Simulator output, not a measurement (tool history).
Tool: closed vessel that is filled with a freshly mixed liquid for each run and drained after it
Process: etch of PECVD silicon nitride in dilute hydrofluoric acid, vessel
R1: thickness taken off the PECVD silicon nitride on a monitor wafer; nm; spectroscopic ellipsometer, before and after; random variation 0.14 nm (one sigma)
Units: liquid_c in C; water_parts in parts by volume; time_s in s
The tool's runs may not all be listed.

run 1 day=0.000 | liquid_c=21.0 water_parts=130 time_s=430 | R1=16.0450
run 2 day=0.317 | liquid_c=21.0 water_parts=150 time_s=430 | R1=14.1090
run 3 day=0.542 | liquid_c=18.0 water_parts=150 time_s=430 | R1=11.4630
run 4 day=0.950 | liquid_c=18.0 water_parts=150 time_s=265 | R1=7.0012
run 5 day=1.300 | liquid_c=19.0 water_parts=150 time_s=265 | R1=7.5921
run 6 day=1.633 | liquid_c=19.0 water_parts=150 time_s=265 | R1=7.4462
run 7 day=1.758 | liquid_c=20.5 water_parts=150 time_s=265 | R1=8.2736

Run 8 comes next. What will it give?
-- day=2.129 hydrofluoric acid flow meter replaced
run 8 day=2.129 | liquid_c=21.5 water_parts=145 time_s=265 | R1=?

{"run 8": {"R1": 8.8694}}

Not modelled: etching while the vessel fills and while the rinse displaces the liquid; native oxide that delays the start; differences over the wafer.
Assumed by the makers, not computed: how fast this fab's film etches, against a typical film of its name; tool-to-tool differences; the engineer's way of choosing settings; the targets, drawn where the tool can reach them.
